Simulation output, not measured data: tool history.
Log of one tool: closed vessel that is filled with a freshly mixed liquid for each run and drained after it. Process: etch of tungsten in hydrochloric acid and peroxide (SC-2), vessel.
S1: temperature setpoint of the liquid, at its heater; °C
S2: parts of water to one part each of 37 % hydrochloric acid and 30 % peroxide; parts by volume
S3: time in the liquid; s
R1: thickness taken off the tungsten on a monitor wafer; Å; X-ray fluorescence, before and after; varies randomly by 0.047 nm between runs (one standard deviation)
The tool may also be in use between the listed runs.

run,day,S1,S2,S3,R1
1,0,50,12,100,155.05
2,0.033,48,12,100,136.77
3,0.158,47,12,100,127.67
4,0.204,47,9.5,100,155.08
5,0.258,40,9.5,100,94.696
6,0.396,40,12.5,100,75.397
7,0.675,41.5,12.5,100,84.003
8,0.9,42.5,12.5,100,89.704
9,1.238,43,12.5,100,93.011

Run 10 comes next. What will it give?
10,1.604,43.5,12.5,100,?

R1: 96.898 Å
